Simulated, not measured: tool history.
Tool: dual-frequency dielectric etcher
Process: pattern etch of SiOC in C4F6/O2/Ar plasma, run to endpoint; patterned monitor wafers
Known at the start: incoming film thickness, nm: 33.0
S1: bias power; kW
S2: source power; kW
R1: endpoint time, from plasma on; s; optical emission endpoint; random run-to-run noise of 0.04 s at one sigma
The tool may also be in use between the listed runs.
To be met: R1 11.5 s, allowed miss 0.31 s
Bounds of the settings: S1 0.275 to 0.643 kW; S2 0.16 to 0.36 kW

{"run": 1, "hour": 0.0, "S1": 0.459, "S2": 0.26, "R1": 12.891}
{"run": 2, "hour": 8.5, "S1": 0.481, "S2": 0.26, "R1": 12.695}
{"run": 3, "hour": 17.3, "S1": 0.481, "S2": 0.24, "R1": 13.045}
{"run": 4, "hour": 24.4, "S1": 0.402, "S2": 0.24, "R1": 13.72}
{"run": 5, "hour": 28.8, "S1": 0.353, "S2": 0.24, "R1": 14.234}
{"run": 6, "hour": 30.9, "S1": 0.395, "S2": 0.24, "R1": 13.804}
{"run": 7, "hour": 39.7, "S1": 0.433, "S2": 0.25, "R1": 13.321}
{"run": 8, "hour": 48.3, "S1": 0.464, "S2": 0.26, "R1": 12.853}
{"run": 9, "hour": 49.6, "S1": 0.488, "S2": 0.27, "R1": 12.422}
{"run": 10, "hour": 51.0, "S1": 0.504, "S2": 0.27, "R1": 12.313}
{"run": 11, "hour": 56.2, "S1": 0.518, "S2": 0.27, "R1": 12.167}
{"run": 12, "hour": 63.9, "S1": 0.53, "S2": 0.27, "R1": 12.136}

Exactly one of the 5 candidate moves below puts every result within its allowed miss. Which one?
{"run": "A", "hour": 71.6, "S1": 0.465, "S2": 0.2, "R1": "?"}
{"run": "B", "hour": 71.6, "S1": 0.625, "S2": 0.27, "R1": "?"}
{"run": "C", "hour": 71.6, "S1": 0.493, "S2": 0.24, "R1": "?"}
{"run": "D", "hour": 71.6, "S1": 0.444, "S2": 0.27, "R1": "?"}
{"run": "E", "hour": 71.6, "S1": 0.545, "S2": 0.24, "R1": "?"}

move=A R1=13.879
move=B R1=11.5
move=C R1=12.897
move=D R1=12.855
move=E R1=12.482
A: misses by more than the last run did
B: hits every target within its allowed miss
C: misses by more than the last run did
D: misses by more than the last run did
E: misses by more than the last run did
The right move is B.

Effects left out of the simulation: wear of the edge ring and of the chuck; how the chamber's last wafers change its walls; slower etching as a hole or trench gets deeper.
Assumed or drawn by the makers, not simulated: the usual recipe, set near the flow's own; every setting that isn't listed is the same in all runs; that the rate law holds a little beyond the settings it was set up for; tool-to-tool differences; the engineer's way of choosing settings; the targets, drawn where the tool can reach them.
